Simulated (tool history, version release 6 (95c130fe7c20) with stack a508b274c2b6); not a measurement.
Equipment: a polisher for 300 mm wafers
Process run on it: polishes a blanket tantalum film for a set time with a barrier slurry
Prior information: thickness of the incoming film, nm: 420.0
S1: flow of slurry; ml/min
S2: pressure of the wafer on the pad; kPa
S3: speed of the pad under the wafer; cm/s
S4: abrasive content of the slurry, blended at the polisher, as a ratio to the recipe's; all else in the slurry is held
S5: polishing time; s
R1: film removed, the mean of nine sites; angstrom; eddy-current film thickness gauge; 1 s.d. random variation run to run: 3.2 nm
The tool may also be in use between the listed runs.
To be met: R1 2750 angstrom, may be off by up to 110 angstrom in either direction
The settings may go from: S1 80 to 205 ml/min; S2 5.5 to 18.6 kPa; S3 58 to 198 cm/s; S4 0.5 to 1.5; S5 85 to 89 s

{"run": 1, "hour": 0.0, "S1": 135, "S2": 11.7, "S3": 128, "S4": 1, "S5": 85, "R1": 1582.1}
{"run": 2, "hour": 4.5, "S1": 135, "S2": 11.7, "S3": 128, "S4": 1, "S5": 85, "R1": 1568.5}
{"run": 3, "hour": 9.6, "S1": 135, "S2": 11.7, "S3": 128, "S4": 0.85, "S5": 85, "R1": 1534}
{"run": 4, "hour": 14.5, "S1": 135, "S2": 11.7, "S3": 106, "S4": 0.85, "S5": 85, "R1": 1285.9}
{"run": 5, "hour": 15.4, "S1": 135, "S2": 13.1, "S3": 108, "S4": 0.85, "S5": 85, "R1": 1421.8}
{"run": 6, "hour": 22.5, "S1": 135, "S2": 13.8, "S3": 114, "S4": 0.85, "S5": 85, "R1": 1574.6}
{"run": 7, "hour": 23.3, "S1": 135, "S2": 14.5, "S3": 118, "S4": 0.85, "S5": 85, "R1": 1729.5}
{"run": 8, "hour": 30.5, "S1": 135, "S2": 15.2, "S3": 120, "S4": 0.85, "S5": 85, "R1": 1825.1}
{"run": 9, "hour": 32.7, "S1": 135, "S2": 15.9, "S3": 122, "S4": 0.85, "S5": 85, "R1": 1955.2}
{"run": 10, "hour": 40.4, "S1": 150, "S2": 18.6, "S3": 136, "S4": 0.85, "S5": 85, "R1": 2572}
{"run": 11, "hour": 48.7, "S1": 150, "S2": 18.6, "S3": 138, "S4": 0.85, "S5": 85, "R1": 2703.6}

Which of these 4 next moves meets every target?
{"run": "A", "hour": 57.0, "S1": 130, "S2": 14.5, "S3": 166, "S4": 0.85, "S5": 89, "R1": "?"}
{"run": "B", "hour": 57.0, "S1": 125, "S2": 18.6, "S3": 138, "S4": 0.85, "S5": 85, "R1": "?"}
{"run": "C", "hour": 57.0, "S1": 190, "S2": 18.6, "S3": 120, "S4": 0.9, "S5": 85, "R1": "?"}
{"run": "D", "hour": 57.0, "S1": 155, "S2": 18.6, "S3": 140, "S4": 0.95, "S5": 86, "R1": "?"}

move=A R1=2491.7
move=B R1=2521.5
move=C R1=2399.2
move=D R1=2769.1
A: further off than the last run
B: further off than the last run
C: further off than the last run
D: hits every target within its allowed miss
The right move is D.

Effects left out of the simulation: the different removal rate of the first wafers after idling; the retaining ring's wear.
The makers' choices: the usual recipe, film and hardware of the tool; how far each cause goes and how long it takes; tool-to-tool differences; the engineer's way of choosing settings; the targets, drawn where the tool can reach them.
